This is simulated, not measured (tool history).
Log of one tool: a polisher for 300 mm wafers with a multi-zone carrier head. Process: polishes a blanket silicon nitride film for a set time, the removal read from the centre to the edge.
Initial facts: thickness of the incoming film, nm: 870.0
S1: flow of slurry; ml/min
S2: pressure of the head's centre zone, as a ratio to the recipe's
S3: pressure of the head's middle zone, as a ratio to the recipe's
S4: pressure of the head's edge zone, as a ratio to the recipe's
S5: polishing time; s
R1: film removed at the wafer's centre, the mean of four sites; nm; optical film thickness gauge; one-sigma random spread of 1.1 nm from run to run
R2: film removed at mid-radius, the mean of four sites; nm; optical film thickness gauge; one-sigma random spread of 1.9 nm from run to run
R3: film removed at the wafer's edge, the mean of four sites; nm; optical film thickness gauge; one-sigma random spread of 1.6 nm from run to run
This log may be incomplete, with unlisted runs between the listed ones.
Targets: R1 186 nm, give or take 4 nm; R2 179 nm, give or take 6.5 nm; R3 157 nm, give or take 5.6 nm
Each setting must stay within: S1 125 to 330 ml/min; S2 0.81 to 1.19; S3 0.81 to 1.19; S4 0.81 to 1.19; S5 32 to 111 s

run,hour,S1,S2,S3,S4,S5,R1,R2,R3
1,0,210,1,1,1,71,203.84,190.25,194.28
2,6.8,210,1,1,1,79,225.25,217.16,217.62
3,10.8,210,1,1,0.94,79,223.36,213.8,206.66
4,18.7,210,1,1,0.98,79,224.66,219.56,215.24
5,20.1,190,1,1,0.98,79,224.35,211.79,213.05
6,24.3,190,1,1.05,0.98,79,222.02,224.26,210.88
7,26.5,185,1,1.05,0.93,76,213.2,217.59,201.1
8,32.6,210,1.01,1.05,0.9,71,203.36,203.24,184.5
9,34.5,215,1.02,1.05,0.88,68,199.14,198.14,176.48
10,42,215,1.02,1.04,0.86,66,192.19,188.05,168.99
11,49.3,210,1.03,1.04,0.85,65,190.85,183.71,165.62

4 next moves are on the table. One of them brings every result within its allowed miss. Which?
A,56.6,225,1.11,1.04,0.82,61,?,?,?
B,56.6,225,1.17,1.13,0.93,58,?,?,?
C,56.6,215,1.02,1.03,0.88,67,?,?,?
D,56.6,180,1.05,1.06,0.82,64,?,?,?

move,R1,R2,R3
A,195.65,175.18,153.2
B,196.27,178.73,153.75
C,195.9,189.68,172.67
D,186.52,180.31,156.49
A: the worst result of the last run now meets its target, but another is out of spec
B: the worst result of the last run now meets its target, but another is out of spec
C: moves away from the targets compared with the last run
D: each result inside its tolerance
The right move is D.
